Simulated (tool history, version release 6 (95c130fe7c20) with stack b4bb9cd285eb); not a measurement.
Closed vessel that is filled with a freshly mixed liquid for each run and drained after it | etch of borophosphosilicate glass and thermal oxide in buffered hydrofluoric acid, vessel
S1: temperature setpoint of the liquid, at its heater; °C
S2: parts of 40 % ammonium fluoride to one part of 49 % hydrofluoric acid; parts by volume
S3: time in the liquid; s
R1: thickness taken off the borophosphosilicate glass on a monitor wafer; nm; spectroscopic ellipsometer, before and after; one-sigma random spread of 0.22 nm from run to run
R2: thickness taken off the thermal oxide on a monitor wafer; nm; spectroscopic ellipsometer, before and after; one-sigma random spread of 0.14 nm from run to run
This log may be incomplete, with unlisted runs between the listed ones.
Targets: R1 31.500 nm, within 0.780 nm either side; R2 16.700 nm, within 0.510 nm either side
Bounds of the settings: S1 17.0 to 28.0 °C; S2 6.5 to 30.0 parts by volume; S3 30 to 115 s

run 1 hour=0.0 | S1=20.0 S2=18.5 S3=60 | R1=53.019 R2=28.557
run 2 hour=6.3 | S1=20.0 S2=18.5 S3=80 | R1=71.608 R2=37.489
run 3 hour=7.8 | S1=20.0 S2=20.5 S3=80 | R1=64.384 R2=34.357
run 4 hour=12.6 | S1=19.5 S2=22.0 S3=80 | R1=60.165 R2=31.070
run 5 hour=17.6 | S1=19.5 S2=23.0 S3=80 | R1=57.968 R2=31.301
run 6 hour=25.0 | S1=19.5 S2=23.0 S3=95 | R1=69.034 R2=37.160
run 7 hour=28.2 | S1=17.0 S2=29.0 S3=65 | R1=35.329 R2=18.416
run 8 hour=36.8 | S1=17.0 S2=29.0 S3=65 | R1=35.159 R2=18.444

4 next moves are on the table. One of them brings every result within its allowed miss. Which?
run A hour=45.4 | S1=22.0 S2=30.0 S3=45 | R1=? R2=?
run B hour=45.4 | S1=17.0 S2=27.0 S3=60 | R1=? R2=?
run C hour=45.4 | S1=23.0 S2=30.0 S3=40 | R1=? R2=?
run D hour=45.4 | S1=17.0 S2=24.5 S3=55 | R1=? R2=?

move=A R1=31.531 R2=16.750
move=B R1=34.197 R2=18.107
move=C R1=29.612 R2=15.739
move=D R1=33.540 R2=17.754
A: meets every target
B: moves toward the targets from the last run without getting all of them in spec
C: carries the result that was furthest off beyond its target, to the other side
D: moves toward the targets from the last run without getting all of them in spec
Go with A: it meets all targets.

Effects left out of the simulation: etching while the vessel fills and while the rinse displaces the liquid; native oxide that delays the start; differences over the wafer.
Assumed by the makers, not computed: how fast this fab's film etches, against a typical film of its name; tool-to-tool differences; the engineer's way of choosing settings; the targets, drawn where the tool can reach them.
